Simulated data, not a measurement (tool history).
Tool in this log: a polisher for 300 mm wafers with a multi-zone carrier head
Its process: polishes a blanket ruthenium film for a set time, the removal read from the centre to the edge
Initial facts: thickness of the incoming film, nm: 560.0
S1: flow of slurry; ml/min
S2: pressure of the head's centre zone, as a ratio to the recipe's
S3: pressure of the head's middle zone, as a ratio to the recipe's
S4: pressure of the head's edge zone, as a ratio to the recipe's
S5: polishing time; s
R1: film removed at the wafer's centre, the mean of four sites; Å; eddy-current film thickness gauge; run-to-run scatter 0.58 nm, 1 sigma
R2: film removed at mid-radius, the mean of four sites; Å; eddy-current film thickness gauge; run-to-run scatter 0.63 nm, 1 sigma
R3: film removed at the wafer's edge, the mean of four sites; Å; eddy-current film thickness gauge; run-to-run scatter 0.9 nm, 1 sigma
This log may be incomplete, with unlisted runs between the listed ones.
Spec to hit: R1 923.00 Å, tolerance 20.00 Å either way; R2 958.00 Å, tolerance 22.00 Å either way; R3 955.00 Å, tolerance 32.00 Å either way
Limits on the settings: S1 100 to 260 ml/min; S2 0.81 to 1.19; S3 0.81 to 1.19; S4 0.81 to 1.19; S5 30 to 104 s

run  hour   S1    S2    S3    S4  S5       R1      R2       R3
  1   0.0  165  1.00  1.00  1.00  67  1009.40  977.88  1048.00
  2   8.9  155  0.99  1.01  0.98  67   988.20  971.76  1027.30
  3  12.7  155  0.93  1.01  0.98  67   921.82  974.75  1034.50
  4  15.9  155  0.94  1.01  0.95  67   927.19  968.33  1031.50
  5  22.4  155  0.94  1.01  0.95  59   815.86  846.34   890.72
     23.4  -- edge zone pressure recalibrated
  6  23.4  175  0.95  1.02  0.95  59   850.51  876.76   865.41
  7  29.0  180  0.95  1.03  0.99  59   852.58  889.05   878.84
  8  35.7  180  0.95  1.03  1.01  60   866.25  907.84   912.94
  9  43.0  185  0.95  1.03  1.03  60   874.41  912.55   921.36
 10  48.0  190  0.95  1.03  1.05  60   872.47  903.82   942.63
 11  51.1  200  0.95  1.04  1.06  60   874.57  926.21   935.02
 12  58.2  205  0.96  1.04  1.07  60   899.65  927.27   957.53
 13  65.3  210  0.96  1.04  1.07  60   885.90  932.67   943.65
 14  67.0  210  0.96  1.04  1.07  60   890.63  936.10   950.37

Of the 4 settings listed for the next run, only one would bring every result within its allowed miss of target. Which one?
  A  68.7  200  1.09  1.06  1.01  58   ?   ?   ?
  B  68.7  210  0.92  0.91  1.12  64   ?   ?   ?
  C  68.7  200  0.98  1.06  1.05  61   ?   ?   ?
  D  68.7  180  0.92  1.00  1.13  60   ?   ?   ?

move      R1      R2       R3
   A  972.26  907.59   883.46
   B  909.74  886.94  1033.10
   C  918.64  955.03   947.00
   D  833.96  881.57   957.25
A: moves the result that the last run missed by most past its target, out the other side
B: the furthest-off result lands on target, but another misses its tolerance
C: every result within its allowed miss
D: further off than the last run
The move that meets every target is C.
